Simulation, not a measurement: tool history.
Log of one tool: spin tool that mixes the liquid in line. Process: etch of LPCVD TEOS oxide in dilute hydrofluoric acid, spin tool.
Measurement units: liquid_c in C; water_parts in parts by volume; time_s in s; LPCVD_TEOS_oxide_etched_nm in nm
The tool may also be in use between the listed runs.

Run 1, day 0: liquid_c 25 C, water_parts 105 parts by volume, time_s 15 s. Result: LPCVD_TEOS_oxide_etched_nm 4.0087 nm.
Run 2, day 0.175: liquid_c 27.5 C, water_parts 90 parts by volume, time_s 15 s. Result: LPCVD_TEOS_oxide_etched_nm 5.2751 nm.
Run 3, day 0.467: liquid_c 27.5 C, water_parts 105 parts by volume, time_s 15 s. Result: LPCVD_TEOS_oxide_etched_nm 4.4191 nm.
Run 4, day 0.821: liquid_c 29.5 C, water_parts 90 parts by volume, time_s 15 s. Result: LPCVD_TEOS_oxide_etched_nm 5.6564 nm.
Run 5, day 0.996: liquid_c 30.5 C, water_parts 80 parts by volume, time_s 15 s. Result: LPCVD_TEOS_oxide_etched_nm 6.7037 nm.
Run 6, day 1.338: liquid_c 31.5 C, water_parts 75 parts by volume, time_s 15 s. Result: LPCVD_TEOS_oxide_etched_nm 7.459 nm.
Run 7, day 1.671: liquid_c 32 C, water_parts 70 parts by volume, time_s 15 s. Result: LPCVD_TEOS_oxide_etched_nm 8.3197 nm.
Run 8, day 1.892: liquid_c 32.5 C, water_parts 70 parts by volume, time_s 15 s. Result: LPCVD_TEOS_oxide_etched_nm 8.4476 nm.

Run 9 is up next; what results do you expect?
Run 9, day 2.175: liquid_c 33 C, water_parts 70 parts by volume, time_s 15 s. Result: LPCVD_TEOS_oxide_etched_nm ?.

Run 9 yielded LPCVD_TEOS_oxide_etched_nm 8.5169 nm.

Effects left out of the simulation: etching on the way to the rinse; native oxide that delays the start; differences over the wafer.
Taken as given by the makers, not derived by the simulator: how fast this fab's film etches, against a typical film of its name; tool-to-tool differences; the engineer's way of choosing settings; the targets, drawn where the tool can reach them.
